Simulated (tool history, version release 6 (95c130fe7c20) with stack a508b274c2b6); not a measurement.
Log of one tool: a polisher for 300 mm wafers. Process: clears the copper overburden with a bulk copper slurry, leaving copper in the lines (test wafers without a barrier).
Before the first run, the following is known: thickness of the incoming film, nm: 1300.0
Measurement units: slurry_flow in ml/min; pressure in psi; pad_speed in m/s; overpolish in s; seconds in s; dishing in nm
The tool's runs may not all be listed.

run	hour	slurry_flow	pressure	pad_speed	slurry_solids	overpolish	seconds	dishing
1	0	255	2.7	1.14	1	24	116.47	102.89
2	7.8	310	2.7	1.14	1	24	114.12	105.71
3	10.7	310	2.8	1.14	1	23	113.88	109.74
4	19.6	310	2.4	1.14	1	23	128	99.896
5	23.4	310	2.5	1.14	1	22	123.19	95.473
6	26.3	310	2.5	1.14	1.15	22	118.3	101.97
7	29.7	310	2.6	1.14	1.15	21	114.34	102.61

Run 8 is up next; what results do you expect?
8	33.8	310	2.7	1.14	1.15	20	?	?

Run 8 came out at seconds 108.84 s, dishing 101.52 nm.
